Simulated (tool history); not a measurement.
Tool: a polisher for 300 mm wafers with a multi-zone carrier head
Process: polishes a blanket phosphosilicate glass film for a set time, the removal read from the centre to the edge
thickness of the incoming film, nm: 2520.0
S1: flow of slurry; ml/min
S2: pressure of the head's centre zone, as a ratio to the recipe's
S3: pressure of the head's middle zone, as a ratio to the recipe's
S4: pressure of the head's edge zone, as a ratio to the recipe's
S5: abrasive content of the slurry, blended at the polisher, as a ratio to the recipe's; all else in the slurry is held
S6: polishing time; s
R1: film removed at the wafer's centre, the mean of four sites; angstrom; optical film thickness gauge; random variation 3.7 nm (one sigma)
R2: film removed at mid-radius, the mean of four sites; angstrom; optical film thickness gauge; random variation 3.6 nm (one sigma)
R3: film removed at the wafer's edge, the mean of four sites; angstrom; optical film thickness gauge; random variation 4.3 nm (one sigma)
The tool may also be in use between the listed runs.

Run 1, hour 0: S1 180 ml/min, S2 1, S3 1, S4 1, S5 1, S6 72 s. Result: R1 4431.8 angstrom, R2 5033.2 angstrom, R3 5013.1 angstrom.
Run 2, hour 6.3: S1 180 ml/min, S2 1.01, S3 1.01, S4 0.97, S5 0.9, S6 72 s. Result: R1 4225.9 angstrom, R2 4785.8 angstrom, R3 4664.1 angstrom.
Run 3, hour 11.4: S1 180 ml/min, S2 1.01, S3 1.01, S4 0.97, S5 1.1, S6 72 s. Result: R1 4720.7 angstrom, R2 5310.1 angstrom, R3 5312.9 angstrom.
Run 4, hour 19.1: S1 185 ml/min, S2 1.02, S3 1.02, S4 0.95, S5 1, S6 72 s. Result: R1 4562.3 angstrom, R2 5098.4 angstrom, R3 4882.1 angstrom.
Run 5, hour 26.6: S1 185 ml/min, S2 1.02, S3 1.02, S4 0.93, S5 0.95, S6 72 s. Result: R1 4312.7 angstrom, R2 4928.4 angstrom, R3 4759.9 angstrom.
Run 6, hour 30.2: S1 185 ml/min, S2 1.04, S3 1.03, S4 0.92, S5 0.9, S6 72 s. Result: R1 4318.5 angstrom, R2 4738.3 angstrom, R3 4489.8 angstrom.
Run 7, hour 33.7: S1 180 ml/min, S2 1.05, S3 1.04, S4 0.9, S5 0.85, S6 72 s. Result: R1 4120.6 angstrom, R2 4677.7 angstrom, R3 4275.2 angstrom.
Run 8, hour 39.6: S1 175 ml/min, S2 1.06, S3 1.04, S4 0.89, S5 0.85, S6 72 s. Result: R1 4150.1 angstrom, R2 4513.9 angstrom, R3 4251 angstrom.
Run 9, hour 41.3: S1 170 ml/min, S2 1.07, S3 1.05, S4 0.88, S5 0.85, S6 72 s. Result: R1 4172.6 angstrom, R2 4637.7 angstrom, R3 4284.6 angstrom.

Forecast run 10:
Run 10, hour 45.5: S1 180 ml/min, S2 1.07, S3 1.05, S4 0.87, S5 0.8, S6 72 s. Result: R1 ?, R2 ?, R3 ?.

{"run 10": {"R1": 4070.3, "R2": 4388.1, "R3": 4043.9}}
